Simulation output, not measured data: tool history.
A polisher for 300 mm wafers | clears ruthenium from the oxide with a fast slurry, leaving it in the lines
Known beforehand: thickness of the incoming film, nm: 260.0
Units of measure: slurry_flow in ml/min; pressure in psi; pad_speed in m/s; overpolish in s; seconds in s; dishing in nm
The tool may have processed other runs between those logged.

run,hour,slurry_flow,pressure,pad_speed,slurry_solids,overpolish,seconds,dishing
1,0.0,310,2.8,1.18,1.00,19,44.451,72.245
2,6.3,310,2.8,0.96,1.00,19,55.311,59.812
3,9.1,310,2.2,0.96,1.00,19,68.552,50.170
4,15.5,310,2.2,0.96,1.00,22,68.055,55.874
5,21.1,255,2.2,0.96,1.00,22,69.300,55.765
6,27.2,255,1.9,0.96,1.00,22,80.315,50.053
7,31.4,255,1.9,0.96,1.00,22,78.050,51.562
8,38.5,300,1.9,0.88,1.05,19,80.070,42.312
9,42.6,310,1.8,0.86,1.10,17,86.727,37.879
10,49.0,340,1.9,0.84,1.10,15,85.954,33.573
11,57.6,420,2.1,0.80,1.10,6,79.830,15.511

Estimate the outcome of run 12 from the log above:
12,66.3,395,2.1,0.80,1.10,6,?,?

seconds: 78.191 s
dishing: 15.088 nm
